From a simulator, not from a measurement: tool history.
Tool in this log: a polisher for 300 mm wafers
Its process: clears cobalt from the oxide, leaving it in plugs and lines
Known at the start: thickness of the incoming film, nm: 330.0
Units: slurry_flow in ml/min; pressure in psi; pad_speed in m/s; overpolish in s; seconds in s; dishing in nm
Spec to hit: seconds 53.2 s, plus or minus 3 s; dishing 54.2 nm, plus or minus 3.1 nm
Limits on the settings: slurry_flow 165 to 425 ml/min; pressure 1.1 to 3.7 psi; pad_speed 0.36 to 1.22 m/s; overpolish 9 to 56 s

| run | hour | slurry_flow | pressure | pad_speed | overpolish | seconds | dishing |
|---|---|---|---|---|---|---|---|
| 1 | 0 | 275 | 2.4 | 0.78 | 29 | 95.167 | 51.98 |
| 2 | 5.9 | 275 | 2.7 | 0.8 | 26 | 82.378 | 52.086 |
| 3 | 11.9 | 275 | 2.2 | 0.8 | 26 | 100.05 | 48.327 |
| 4 | 15.9 | 275 | 2.5 | 0.82 | 24 | 89.164 | 49.98 |
| 5 | 21.4 | 275 | 2.5 | 0.82 | 34 | 87.177 | 57.616 |
| 6 | 25.7 | 275 | 2.5 | 0.7 | 34 | 101.58 | 53.63 |
| 7 | 34.5 | 275 | 2.8 | 0.74 | 29 | 89.755 | 54.729 |
| 8 | 41.7 | 275 | 2.8 | 0.74 | 29 | 88.815 | 53.452 |
| 9 | 43.7 | 275 | 3 | 0.78 | 25 | 75.957 | 53.393 |
| 10 | 44.8 | 275 | 3.2 | 0.8 | 23 | 70.777 | 54.78 |
| 11 | 51.5 | 280 | 3.7 | 0.94 | 9 | 54.382 | 38.201 |
| 12 | 54.7 | 280 | 3.7 | 0.94 | 13 | 52.268 | 48.038 |

Of the 5 settings listed for the next run, only one would bring every result within its allowed miss of target. Which one?
| A | 57.9 | 275 | 3.7 | 0.92 | 12 | ? | ? |
| B | 57.9 | 285 | 3.3 | 1.04 | 12 | ? | ? |
| C | 57.9 | 265 | 3.4 | 0.98 | 13 | ? | ? |
| D | 57.9 | 255 | 3.6 | 0.96 | 18 | ? | ? |
| E | 57.9 | 265 | 3.7 | 0.96 | 11 | ? | ? |

| move | seconds | dishing |
|---|---|---|
| A | 54.015 | 45.293 |
| B | 53.066 | 45.718 |
| C | 55.085 | 46.75 |
| D | 53.525 | 54.67 |
| E | 51.998 | 44.098 |
A: its largest miss is bigger than the last run's
B: its largest miss is bigger than the last run's
C: its largest miss is bigger than the last run's
D: all results in spec
E: its largest miss is bigger than the last run's
Correct choice: D, which meets every target
